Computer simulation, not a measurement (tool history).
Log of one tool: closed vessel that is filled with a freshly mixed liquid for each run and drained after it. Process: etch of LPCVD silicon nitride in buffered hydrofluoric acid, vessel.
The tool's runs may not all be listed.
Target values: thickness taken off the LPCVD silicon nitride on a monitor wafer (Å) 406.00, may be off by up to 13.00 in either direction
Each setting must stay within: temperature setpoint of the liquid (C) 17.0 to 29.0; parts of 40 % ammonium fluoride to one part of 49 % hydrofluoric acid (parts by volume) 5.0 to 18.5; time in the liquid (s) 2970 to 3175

run	hour	temperature setpoint of the liquid (C)	parts of 40 % ammonium fluoride to one part of 49 % hydrofluoric acid (parts by volume)	time in the liquid (s)	thickness taken off the LPCVD silicon nitride on a monitor wafer (Å)
1	0.0	21.0	11.5	2970	325.50
2	4.0	21.5	11.5	2970	337.18
3	10.6	21.5	14.5	2970	267.24
4	15.1	21.5	14.5	2970	268.59
5	16.0	21.5	13.0	2970	299.15
6	21.0	22.5	13.0	2970	312.05
7	24.1	23.5	13.0	2970	336.18
8	26.6	24.0	13.0	2970	339.00
9	28.0	24.0	13.0	2970	340.79
10	31.9	24.5	13.0	2970	351.71
11	36.4	25.0	13.0	2970	357.73
12	39.3	25.5	13.0	2970	362.91
13	41.3	26.0	13.0	2970	377.76

5 candidate next runs follow, results not yet known. Just one meets every target within its allowed miss. Identify it.
A	43.3	26.0	15.5	3085	?
B	43.3	26.0	14.0	3015	?
C	43.3	23.0	12.5	3100	?
D	43.3	23.5	10.5	2970	?
E	43.3	24.5	13.5	3135	?

move	thickness taken off the LPCVD silicon nitride on a monitor wafer (Å)
A	331.00
B	357.47
C	348.85
D	407.25
E	355.13
A: lands further from the targets than the last run did
B: lands further from the targets than the last run did
C: lands further from the targets than the last run did
D: every result within its allowed miss
E: lands further from the targets than the last run did
So the answer is move D, the one that meets all the targets.
